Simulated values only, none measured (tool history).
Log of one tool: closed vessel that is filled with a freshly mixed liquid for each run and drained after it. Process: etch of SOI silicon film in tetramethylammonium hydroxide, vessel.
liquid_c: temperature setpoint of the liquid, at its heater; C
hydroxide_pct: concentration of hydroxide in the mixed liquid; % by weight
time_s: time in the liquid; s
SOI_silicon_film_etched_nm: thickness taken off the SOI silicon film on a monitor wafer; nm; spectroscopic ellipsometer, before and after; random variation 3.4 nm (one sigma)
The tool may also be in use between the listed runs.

| run | hour | liquid_c | hydroxide_pct | time_s | SOI_silicon_film_etched_nm |
|---|---|---|---|---|---|
| 1 | 0 | 75 | 10.5 | 85 | 674.98 |
| 2 | 2.4 | 75 | 10.5 | 90 | 717.51 |
| 3 | 7.1 | 76 | 10.5 | 90 | 756.55 |
| 4 | 9.3 | 76 | 11.5 | 90 | 739.51 |
| 5 | 14.7 | 76 | 13 | 90 | 700.59 |
| 6 | 20.2 | 76 | 13 | 90 | 701.88 |
| 7 | 20.9 | 77 | 13 | 90 | 745.17 |
| 8 | 26.3 | 78 | 13 | 90 | 783.57 |
| 9 | 32.6 | 79 | 13 | 90 | 831.53 |

Run 10 comes next. What will it give?
| 10 | 33.7 | 79.5 | 13 | 90 | ? |

SOI_silicon_film_etched_nm: 857.49 nm
